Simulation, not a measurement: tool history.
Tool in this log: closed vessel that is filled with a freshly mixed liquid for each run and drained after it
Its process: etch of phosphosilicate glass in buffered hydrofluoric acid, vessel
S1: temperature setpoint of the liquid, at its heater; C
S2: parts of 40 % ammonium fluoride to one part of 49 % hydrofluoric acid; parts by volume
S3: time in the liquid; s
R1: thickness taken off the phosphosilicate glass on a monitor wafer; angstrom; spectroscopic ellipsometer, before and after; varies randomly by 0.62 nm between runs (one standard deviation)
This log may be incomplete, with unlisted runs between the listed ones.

| run | day | S1 | S2 | S3 | R1 |
|---|---|---|---|---|---|
| 1 | 0.000 | 22.0 | 12.0 | 95 | 3224.1 |
| 2 | 0.279 | 20.5 | 12.0 | 95 | 2952.2 |
| 3 | 0.388 | 18.5 | 12.0 | 95 | 2632.3 |
| 4 | 0.712 | 18.0 | 13.0 | 95 | 2383.6 |
| 5 | 1.079 | 18.0 | 10.5 | 95 | 2928.5 |
| 6 | 1.254 | 18.0 | 12.5 | 95 | 2455.2 |
| 7 | 1.575 | 17.0 | 16.5 | 95 | 1776.2 |
| 8 | 1.896 | 17.0 | 17.0 | 95 | 1723.1 |

Run 9 comes next. What will it give?
| 9 | 2.088 | 17.0 | 17.5 | 95 | ? |

R1: 1670.8 angstrom
